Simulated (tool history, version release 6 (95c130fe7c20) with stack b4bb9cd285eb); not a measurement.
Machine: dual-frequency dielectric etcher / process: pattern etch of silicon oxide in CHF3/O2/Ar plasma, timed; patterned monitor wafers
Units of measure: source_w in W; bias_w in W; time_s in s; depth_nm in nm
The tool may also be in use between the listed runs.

| run | hour | source_w | bias_w | time_s | depth_nm |
|---|---|---|---|---|---|
| 1 | 0 | 470 | 197 | 783.5 | 1528.4 |
| 2 | 0.8 | 470 | 162 | 783.5 | 1456.4 |
| 3 | 7.4 | 500 | 166 | 785 | 1503 |
| 4 | 8.3 | 520 | 169 | 786 | 1525 |
|  | 12.2 | bias power generator calibrated |
| 5 | 12.2 | 520 | 139 | 786 | 1451 |
| 6 | 14.8 | 540 | 147 | 788.5 | 1499.9 |
| 7 | 23.3 | 560 | 153 | 790.5 | 1525.4 |
| 8 | 24.9 | 570 | 161 | 793.5 | 1554.1 |
| 9 | 27.2 | 580 | 168 | 796.5 | 1588.2 |

Run 10 comes next. What will it give?
| 10 | 31.8 | 590 | 173 | 799 | ? |

{"run 10": {"depth_nm": 1595.2}}
